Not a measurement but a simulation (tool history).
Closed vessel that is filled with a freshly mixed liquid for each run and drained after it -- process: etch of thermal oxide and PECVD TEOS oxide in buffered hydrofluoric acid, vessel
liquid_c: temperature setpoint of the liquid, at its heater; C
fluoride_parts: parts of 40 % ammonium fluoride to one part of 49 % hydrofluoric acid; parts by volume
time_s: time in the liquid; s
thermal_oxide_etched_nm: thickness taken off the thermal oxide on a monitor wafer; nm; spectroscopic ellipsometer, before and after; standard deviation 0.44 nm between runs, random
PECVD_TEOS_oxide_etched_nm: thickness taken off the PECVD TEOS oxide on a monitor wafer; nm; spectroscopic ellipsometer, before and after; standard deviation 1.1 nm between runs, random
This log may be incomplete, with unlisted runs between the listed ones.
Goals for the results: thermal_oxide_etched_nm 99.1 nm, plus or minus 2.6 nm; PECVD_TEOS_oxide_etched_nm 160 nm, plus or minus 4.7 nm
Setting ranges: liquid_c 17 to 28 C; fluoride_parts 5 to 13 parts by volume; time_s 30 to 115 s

Run 1, hour 0: liquid_c 20 C, fluoride_parts 8 parts by volume, time_s 60 s. Result: thermal_oxide_etched_nm 60.425 nm, PECVD_TEOS_oxide_etched_nm 97.258 nm.
Run 2, hour 4.2: liquid_c 18 C, fluoride_parts 8 parts by volume, time_s 60 s. Result: thermal_oxide_etched_nm 54.293 nm, PECVD_TEOS_oxide_etched_nm 89.028 nm.
Run 3, hour 6.1: liquid_c 21 C, fluoride_parts 7.5 parts by volume, time_s 60 s. Result: thermal_oxide_etched_nm 69.008 nm, PECVD_TEOS_oxide_etched_nm 111.13 nm.
Run 4, hour 12.1: liquid_c 23 C, fluoride_parts 7.5 parts by volume, time_s 60 s. Result: thermal_oxide_etched_nm 77.008 nm, PECVD_TEOS_oxide_etched_nm 125.07 nm.
Run 5, hour 17.2: liquid_c 24.5 C, fluoride_parts 7.5 parts by volume, time_s 60 s. Result: thermal_oxide_etched_nm 83.456 nm, PECVD_TEOS_oxide_etched_nm 135.21 nm.
Run 6, hour 23.1: liquid_c 25.5 C, fluoride_parts 7.5 parts by volume, time_s 60 s. Result: thermal_oxide_etched_nm 87.374 nm, PECVD_TEOS_oxide_etched_nm 140.16 nm.
Run 7, hour 31.6: liquid_c 26.5 C, fluoride_parts 7.5 parts by volume, time_s 60 s. Result: thermal_oxide_etched_nm 92.774 nm, PECVD_TEOS_oxide_etched_nm 150.68 nm.
Run 8, hour 34.2: liquid_c 27 C, fluoride_parts 7.5 parts by volume, time_s 60 s. Result: thermal_oxide_etched_nm 95.175 nm, PECVD_TEOS_oxide_etched_nm 153.94 nm.

Exercise: of the 5 proposed moves below, exactly one satisfies all targets within the stated allowed misses. Which move is it?
Run A, hour 36.8: liquid_c 25 C, fluoride_parts 7 parts by volume, time_s 65 s. Result: thermal_oxide_etched_nm ?, PECVD_TEOS_oxide_etched_nm ?.
Run B, hour 36.8: liquid_c 27.5 C, fluoride_parts 6.5 parts by volume, time_s 50 s. Result: thermal_oxide_etched_nm ?, PECVD_TEOS_oxide_etched_nm ?.
Run C, hour 36.8: liquid_c 28 C, fluoride_parts 8 parts by volume, time_s 60 s. Result: thermal_oxide_etched_nm ?, PECVD_TEOS_oxide_etched_nm ?.
Run D, hour 36.8: liquid_c 28 C, fluoride_parts 7.5 parts by volume, time_s 55 s. Result: thermal_oxide_etched_nm ?, PECVD_TEOS_oxide_etched_nm ?.
Run E, hour 36.8: liquid_c 26 C, fluoride_parts 11.5 parts by volume, time_s 90 s. Result: thermal_oxide_etched_nm ?, PECVD_TEOS_oxide_etched_nm ?.

move  thermal_oxide_etched_nm  PECVD_TEOS_oxide_etched_nm
   A                   99.914                      161.73
   B                    93.72                       151.7
   C                   93.767                      151.78
   D                   92.162                      149.18
   E                   90.871                      147.09
A: all results in spec
B: moves away from the targets compared with the last run
C: moves away from the targets compared with the last run
D: moves away from the targets compared with the last run
E: moves away from the targets compared with the last run
Go with A: it meets all targets.
